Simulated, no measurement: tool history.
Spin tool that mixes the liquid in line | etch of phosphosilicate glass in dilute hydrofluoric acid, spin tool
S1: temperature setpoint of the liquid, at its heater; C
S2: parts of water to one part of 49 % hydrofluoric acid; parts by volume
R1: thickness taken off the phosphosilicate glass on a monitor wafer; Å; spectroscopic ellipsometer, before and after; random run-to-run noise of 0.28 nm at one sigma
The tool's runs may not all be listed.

{"run": 1, "hour": 0.0, "S1": 22.0, "S2": 85, "time under the liquid (s)": 15, "R1": 201.1}
{"run": 2, "hour": 2.6, "S1": 22.0, "S2": 85, "time under the liquid (s)": 15, "R1": 199.0}
{"run": 3, "hour": 3.9, "S1": 22.0, "S2": 110, "time under the liquid (s)": 15, "R1": 149.31}
{"run": 4, "hour": 8.3, "S1": 23.0, "S2": 105, "time under the liquid (s)": 15, "R1": 165.59}
{"run": 5, "hour": 9.9, "S1": 23.5, "S2": 100, "time under the liquid (s)": 15, "R1": 178.57}
{"run": 6, "hour": 14.0, "S1": 20.0, "S2": 100, "time under the liquid (s)": 15, "R1": 153.97}

Forecast run 7:
{"run": 7, "hour": 18.2, "S1": 21.0, "S2": 95, "time under the liquid (s)": 15, "R1": "?"}

R1: 169.80 Å
